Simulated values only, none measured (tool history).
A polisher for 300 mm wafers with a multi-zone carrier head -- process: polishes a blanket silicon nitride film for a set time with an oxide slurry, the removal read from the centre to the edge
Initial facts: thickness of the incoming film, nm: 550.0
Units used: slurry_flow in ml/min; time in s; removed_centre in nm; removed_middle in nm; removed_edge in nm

run 1 hour=0.0 | slurry_flow=165 centre_zone=1.00 middle_zone=1.00 edge_zone=1.00 slurry_solids=1.00 time=70 | removed_centre=37.701 removed_middle=37.081 removed_edge=37.024
run 2 hour=8.1 | slurry_flow=165 centre_zone=1.00 middle_zone=1.00 edge_zone=1.00 slurry_solids=0.80 time=70 | removed_centre=34.412 removed_middle=34.357 removed_edge=34.254
run 3 hour=9.5 | slurry_flow=165 centre_zone=0.92 middle_zone=1.00 edge_zone=1.00 slurry_solids=0.80 time=70 | removed_centre=31.999 removed_middle=34.797 removed_edge=34.871
run 4 hour=12.4 | slurry_flow=175 centre_zone=0.90 middle_zone=0.99 edge_zone=1.04 slurry_solids=0.90 time=70 | removed_centre=33.452 removed_middle=36.149 removed_edge=37.173
run 5 hour=18.1 | slurry_flow=175 centre_zone=0.90 middle_zone=0.94 edge_zone=1.04 slurry_solids=0.90 time=70 | removed_centre=33.122 removed_middle=34.621 removed_edge=36.906
run 6 hour=21.5 | slurry_flow=175 centre_zone=0.84 middle_zone=0.94 edge_zone=1.04 slurry_solids=0.90 time=70 | removed_centre=31.336 removed_middle=34.823 removed_edge=37.001
run 7 hour=25.9 | slurry_flow=180 centre_zone=0.83 middle_zone=0.94 edge_zone=1.08 slurry_solids=0.95 time=70 | removed_centre=31.526 removed_middle=35.544 removed_edge=38.407
run 8 hour=32.1 | slurry_flow=185 centre_zone=0.83 middle_zone=0.93 edge_zone=1.11 slurry_solids=1.05 time=70 | removed_centre=32.813 removed_middle=36.903 removed_edge=40.401
run 9 hour=36.5 | slurry_flow=195 centre_zone=0.83 middle_zone=0.92 edge_zone=1.13 slurry_solids=1.10 time=70 | removed_centre=33.654 removed_middle=37.022 removed_edge=41.825
run 10 hour=43.8 | slurry_flow=205 centre_zone=0.83 middle_zone=0.92 edge_zone=1.14 slurry_solids=1.15 time=70 | removed_centre=34.778 removed_middle=38.156 removed_edge=43.204

Predict the results of run 11:
run 11 hour=49.7 | slurry_flow=215 centre_zone=0.83 middle_zone=0.92 edge_zone=1.15 slurry_solids=1.15 time=70 | removed_centre=? removed_middle=? removed_edge=?

Run 11 yielded removed_centre 34.705 nm, removed_middle 38.755 nm, removed_edge 43.358 nm.

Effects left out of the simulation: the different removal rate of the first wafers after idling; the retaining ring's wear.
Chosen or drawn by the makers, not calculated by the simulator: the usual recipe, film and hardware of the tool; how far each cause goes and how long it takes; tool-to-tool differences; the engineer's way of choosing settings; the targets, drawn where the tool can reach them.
